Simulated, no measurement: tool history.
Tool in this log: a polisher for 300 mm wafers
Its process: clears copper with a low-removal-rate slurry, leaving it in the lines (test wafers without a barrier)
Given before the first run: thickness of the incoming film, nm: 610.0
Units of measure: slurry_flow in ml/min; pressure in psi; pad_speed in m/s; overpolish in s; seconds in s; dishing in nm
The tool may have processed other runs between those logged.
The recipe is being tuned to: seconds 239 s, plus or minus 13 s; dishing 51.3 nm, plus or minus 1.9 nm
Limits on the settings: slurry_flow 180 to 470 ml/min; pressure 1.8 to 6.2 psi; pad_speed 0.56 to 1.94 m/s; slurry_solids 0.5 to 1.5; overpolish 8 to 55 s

run  hour  slurry_flow  pressure  pad_speed  slurry_solids  overpolish  seconds  dishing
  1     0          300         4       1.24              1          28   121.18   70.099
  2   5.3          300         4       1.24           0.85          28    127.8   67.493
  3  13.5          300       3.1       1.24           0.85          28   164.81   58.335
  4  21.1          300         3       1.24           0.85          28   168.69   56.633
  5  25.8          300         3       1.34           0.85          28   157.64   58.147
  6  26.5          300         3       1.34           0.95          28   153.46   61.354
  7  29.3          300       2.9       1.32           0.95          28    158.6   58.949
  8  37.7          300       2.8        1.3           0.95          29   164.86   58.203
  9  39.8          300       2.8        1.3           0.95          29   163.28   57.809
 10  48.7          300       2.7       1.28           0.95          30   174.74   56.557
 11  52.9          300       2.6       1.28           0.95          31   182.99   55.862
 12  58.1          300       2.5       1.28           0.95          32   191.98   56.758
 13  64.5          300       2.4       1.28           0.95          32   197.95   54.907
 14  67.1          300       2.3       1.28           0.95          32   203.04   53.707

Consider the 4 candidate settings below. Which is the only one whose results all fall within their allowed miss of target?
  A  69.7          275       2.2       1.22           1.05          27        ?        ?
  B  69.7          420       1.9       1.36           0.55          39        ?        ?
  C  69.7          305       2.1       1.36           0.95          31        ?        ?
  D  69.7          345       2.4       1.02            0.9          35        ?        ?

move  seconds  dishing
   A   217.24   45.391
   B   268.79   49.751
   C   211.88   50.473
   D   236.36   51.446
A: misses by more than the last run did
B: moves the result that the last run missed by most past its target, out the other side
C: better than the last run, though not everything is in spec
D: all results in spec
Go with D: it meets all targets.

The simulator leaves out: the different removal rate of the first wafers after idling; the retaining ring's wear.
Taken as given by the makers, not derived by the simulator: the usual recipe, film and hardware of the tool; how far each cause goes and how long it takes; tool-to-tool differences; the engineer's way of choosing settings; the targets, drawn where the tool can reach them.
